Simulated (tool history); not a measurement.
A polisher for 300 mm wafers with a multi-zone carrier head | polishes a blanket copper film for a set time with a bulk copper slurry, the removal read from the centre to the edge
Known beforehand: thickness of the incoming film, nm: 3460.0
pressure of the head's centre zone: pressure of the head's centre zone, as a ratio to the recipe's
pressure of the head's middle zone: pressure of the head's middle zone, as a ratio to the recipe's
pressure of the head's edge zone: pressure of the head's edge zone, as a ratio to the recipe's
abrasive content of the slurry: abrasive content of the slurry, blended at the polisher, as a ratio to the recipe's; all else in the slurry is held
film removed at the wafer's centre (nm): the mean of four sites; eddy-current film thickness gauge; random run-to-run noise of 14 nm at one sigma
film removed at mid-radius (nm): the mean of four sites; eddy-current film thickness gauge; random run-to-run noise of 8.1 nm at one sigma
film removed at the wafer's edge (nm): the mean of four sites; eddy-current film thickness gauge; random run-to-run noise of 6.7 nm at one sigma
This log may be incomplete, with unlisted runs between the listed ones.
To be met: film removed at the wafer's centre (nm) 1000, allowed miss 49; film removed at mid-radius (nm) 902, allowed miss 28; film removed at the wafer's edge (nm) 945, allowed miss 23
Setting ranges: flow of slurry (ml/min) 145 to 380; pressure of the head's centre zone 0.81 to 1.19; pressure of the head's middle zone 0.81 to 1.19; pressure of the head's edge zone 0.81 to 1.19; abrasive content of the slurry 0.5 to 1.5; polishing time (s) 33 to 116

run,hour,flow of slurry (ml/min),pressure of the head's centre zone,pressure of the head's middle zone,pressure of the head's edge zone,abrasive content of the slurry,polishing time (s),film removed at the wafer's centre (nm),film removed at mid-radius (nm),film removed at the wafer's edge (nm)
1,0,245,1,1,1,1,74,583.01,578.6,577.3
2,2.1,245,1.03,1,1,1,74,598.69,570.6,574.35
3,7.4,255,1.05,1.01,1.04,1.15,80,666.45,649.83,641.42
4,10.9,255,1.07,0.99,1.06,1.25,87,747.22,685.18,714.76
5,11.7,255,1.07,0.99,1.06,1.25,78,666.77,622.08,642.01
6,14.8,255,1.07,0.99,1.01,1.25,78,646.14,623.54,634.01
7,23.8,255,1.08,0.99,1.03,1.3,86,731.89,699.92,704.77
8,30.5,295,1.12,0.96,1.13,1.5,106,985.76,866.58,909.5

Below are 5 possible settings for the next run. Only one of them brings all results inside the allowed miss of their targets. Which is it?
A,37.2,300,1.17,1.04,1.06,1.5,103,?,?,?
B,37.2,250,1.02,0.98,1.14,1.5,114,?,?,?
C,37.2,335,1.19,0.96,1.09,1.35,102,?,?,?
D,37.2,375,1.15,1.11,1.18,1.45,98,?,?,?
E,37.2,320,1.11,0.98,1.15,1.5,107,?,?,?

move,film removed at the wafer's centre (nm),film removed at mid-radius (nm),film removed at the wafer's edge (nm)
A,1014.1,899.6,873.86
B,987.12,932.12,972.13
C,1011.8,832.88,865.36
D,968.78,913.82,865.33
E,1018.4,899.01,934.19
A: moves away from the targets compared with the last run
B: carries the result that was furthest off beyond its target, to the other side
C: moves away from the targets compared with the last run
D: moves away from the targets compared with the last run
E: all results in spec
Correct choice: E, which meets every target
